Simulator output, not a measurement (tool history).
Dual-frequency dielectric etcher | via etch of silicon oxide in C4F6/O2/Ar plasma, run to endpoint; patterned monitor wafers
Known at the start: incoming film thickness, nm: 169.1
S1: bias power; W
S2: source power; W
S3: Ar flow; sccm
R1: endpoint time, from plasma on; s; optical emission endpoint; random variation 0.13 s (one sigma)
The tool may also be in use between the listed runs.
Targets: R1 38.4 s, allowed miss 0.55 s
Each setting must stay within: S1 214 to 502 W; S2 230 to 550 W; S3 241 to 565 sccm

run    day   S1   S2   S3      R1
  1      0  358  390  403  44.369
  2  0.267  358  390  448  44.754
  3    0.3  297  390  448  46.875
  4   0.45  325  400  446  45.507
  5  0.529  285  400  446  47.086
  6  0.567  285  440  446  45.396
  7  0.683  312  440  445  44.261
  8  0.892  384  460  442  41.078
  9  1.096  395  460  442  40.865
 10  1.429  406  460  442  40.272
 11  1.721  414  460  442  40.027
 12  2.033  421  460  442  39.808
 13  2.238  427  460  442  39.663
 14  2.496  432  460  442  39.422
 15    2.6  436  460  442  39.476
 16  2.946  441  460  442  39.297
 17  3.012  445  460  442  39.228
 18  3.154  449  460  442  38.979

Which of these 4 next moves meets every target?
  A  3.296  473  450  383   ?
  B  3.296  502  470  447   ?
  C  3.296  457  420  361   ?
  D  3.296  425  450  427   ?

move      R1
   A  38.452
   B  37.511
   C  39.786
   D  40.047
A: every result lands within tolerance
B: pushes the last run's worst result past its target
C: moves away from the targets compared with the last run
D: moves away from the targets compared with the last run
The right move is A.
